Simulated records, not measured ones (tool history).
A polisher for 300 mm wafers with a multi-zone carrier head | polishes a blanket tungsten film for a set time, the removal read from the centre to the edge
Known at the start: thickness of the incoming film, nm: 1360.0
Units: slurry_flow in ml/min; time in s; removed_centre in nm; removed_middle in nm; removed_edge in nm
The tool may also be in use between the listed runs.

run 1 hour=0.0 | slurry_flow=160 centre_zone=1.00 middle_zone=1.00 edge_zone=1.00 slurry_solids=1.00 time=61 | removed_centre=189.12 removed_middle=200.41 removed_edge=196.31
run 2 hour=6.5 | slurry_flow=160 centre_zone=1.00 middle_zone=1.00 edge_zone=1.00 slurry_solids=1.00 time=70 | removed_centre=223.67 removed_middle=225.47 removed_edge=224.72
run 3 hour=9.0 | slurry_flow=160 centre_zone=1.00 middle_zone=1.00 edge_zone=1.00 slurry_solids=0.85 time=70 | removed_centre=212.36 removed_middle=222.20 removed_edge=216.62
run 4 hour=15.7 | slurry_flow=160 centre_zone=0.94 middle_zone=1.00 edge_zone=1.00 slurry_solids=0.85 time=70 | removed_centre=198.39 removed_middle=224.10 removed_edge=220.38
run 5 hour=22.9 | slurry_flow=160 centre_zone=0.94 middle_zone=1.00 edge_zone=1.00 slurry_solids=0.85 time=77 | removed_centre=213.83 removed_middle=245.12 removed_edge=239.29
run 6 hour=26.1 | slurry_flow=160 centre_zone=1.01 middle_zone=1.00 edge_zone=1.00 slurry_solids=0.85 time=77 | removed_centre=236.46 removed_middle=242.67 removed_edge=239.81
run 7 hour=28.3 | slurry_flow=170 centre_zone=1.02 middle_zone=1.02 edge_zone=1.00 slurry_solids=0.90 time=77 | removed_centre=239.74 removed_middle=252.95 removed_edge=240.42
run 8 hour=35.3 | slurry_flow=175 centre_zone=1.03 middle_zone=1.03 edge_zone=1.01 slurry_solids=0.95 time=77 | removed_centre=249.86 removed_middle=257.98 removed_edge=248.01

Run 9 comes next. What will it give?
run 9 hour=42.9 | slurry_flow=180 centre_zone=1.04 middle_zone=1.05 edge_zone=1.01 slurry_solids=1.00 time=77 | removed_centre=? removed_middle=? removed_edge=?

{"run 9": {"removed_centre": 255.6, "removed_middle": 264.62, "removed_edge": 250.28}}
